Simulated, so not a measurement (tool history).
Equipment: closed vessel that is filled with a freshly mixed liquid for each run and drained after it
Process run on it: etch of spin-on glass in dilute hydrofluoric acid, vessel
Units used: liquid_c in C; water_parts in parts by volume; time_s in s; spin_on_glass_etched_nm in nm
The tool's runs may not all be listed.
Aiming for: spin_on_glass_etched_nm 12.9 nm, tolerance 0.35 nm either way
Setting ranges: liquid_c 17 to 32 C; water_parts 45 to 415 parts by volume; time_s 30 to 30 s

run	hour	liquid_c	water_parts	time_s	spin_on_glass_etched_nm
1	0	24	230	30	4.7477
2	4.9	24	175	30	6.4943
3	7.1	24	130	30	9.3295
4	8.2	26	130	30	9.9499
5	10.5	27.5	130	30	10.637
6	14.2	28.5	130	30	11.03
7	23	29.5	130	30	11.531
8	26.1	30	130	30	11.671

Pick the move, out of 4, that brings all results within their allowed miss; only one does.
A	29.2	28.5	120	30	?
B	29.2	27.5	105	30	?
C	29.2	27.5	110	30	?
D	29.2	32	145	30	?

move	spin_on_glass_etched_nm
A	12.14
B	13.628
C	12.923
D	11.032
A: closes in on the targets versus the last run, not all within tolerance yet
B: takes the biggest miss from the last run beyond its target
C: all results in spec
D: its largest miss is bigger than the last run's
C meets every target.
